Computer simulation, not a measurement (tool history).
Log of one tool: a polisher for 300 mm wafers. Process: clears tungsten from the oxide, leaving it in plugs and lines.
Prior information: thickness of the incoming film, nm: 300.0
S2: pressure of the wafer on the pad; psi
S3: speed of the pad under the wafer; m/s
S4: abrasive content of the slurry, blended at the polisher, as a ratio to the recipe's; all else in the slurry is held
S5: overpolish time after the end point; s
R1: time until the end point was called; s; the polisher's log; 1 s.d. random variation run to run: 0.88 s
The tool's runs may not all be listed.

Run 1, hour 0: flow of slurry (ml/min) 170, S2 3.9 psi, S3 1.28 m/s, S4 1, S5 43 s. Result: R1 57.247 s.
Run 2, hour 4.4: flow of slurry (ml/min) 170, S2 3.9 psi, S3 1.28 m/s, S4 1, S5 46 s. Result: R1 57.255 s.
Run 3, hour 5.7: flow of slurry (ml/min) 170, S2 3.9 psi, S3 1.28 m/s, S4 0.8, S5 46 s. Result: R1 59.272 s.
Run 4, hour 6.7: flow of slurry (ml/min) 170, S2 3.9 psi, S3 1.28 m/s, S4 0.8, S5 43 s. Result: R1 60.653 s.
Run 5, hour 13.1: flow of slurry (ml/min) 170, S2 3.8 psi, S3 1.28 m/s, S4 0.8, S5 43 s. Result: R1 61.783 s.
Run 6, hour 14.6: flow of slurry (ml/min) 185, S2 3.8 psi, S3 1.28 m/s, S4 0.8, S5 43 s. Result: R1 60.534 s.
Run 7, hour 20.3: flow of slurry (ml/min) 180, S2 3.7 psi, S3 1.28 m/s, S4 0.8, S5 43 s. Result: R1 62.133 s.

Run 8 has not been measured yet. What should we expect?
Run 8, hour 21.1: flow of slurry (ml/min) 170, S2 2.6 psi, S3 1.26 m/s, S4 0.8, S5 43 s. Result: R1 ?.

R1: 91.03 s
